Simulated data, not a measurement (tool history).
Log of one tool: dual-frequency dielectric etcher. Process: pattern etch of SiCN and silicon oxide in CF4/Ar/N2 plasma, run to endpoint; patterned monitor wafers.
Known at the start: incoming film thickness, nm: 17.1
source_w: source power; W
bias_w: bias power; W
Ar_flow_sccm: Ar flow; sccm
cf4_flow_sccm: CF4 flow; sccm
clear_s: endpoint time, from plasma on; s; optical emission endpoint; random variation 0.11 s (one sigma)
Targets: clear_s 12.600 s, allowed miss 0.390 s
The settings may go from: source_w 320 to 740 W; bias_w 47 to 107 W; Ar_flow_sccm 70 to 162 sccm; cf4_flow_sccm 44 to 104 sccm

run	hour	source_w	bias_w	Ar_flow_sccm	cf4_flow_sccm	clear_s
1	0.0	530	77	116	74	15.313
2	1.8	530	77	116	86	14.643
3	5.5	530	77	116	81	15.166
4	6.4	530	77	135	81	15.322
5	11.9	460	77	135	81	17.988
6	14.2	460	77	145	81	18.391
7	18.8	560	84	141	82	14.169
8	23.9	570	84	141	82	13.913

Which of these 4 next moves meets every target?
A	29.0	580	82	140	87	?
B	29.0	580	82	140	82	?
C	29.0	600	82	152	76	?
D	29.0	600	92	151	85	?

move	clear_s
A	13.501
B	13.668
C	13.574
D	12.716
A: nearer than the last run, and not there yet
B: nearer than the last run, and not there yet
C: nearer than the last run, and not there yet
D: meets every target
The right move is D.
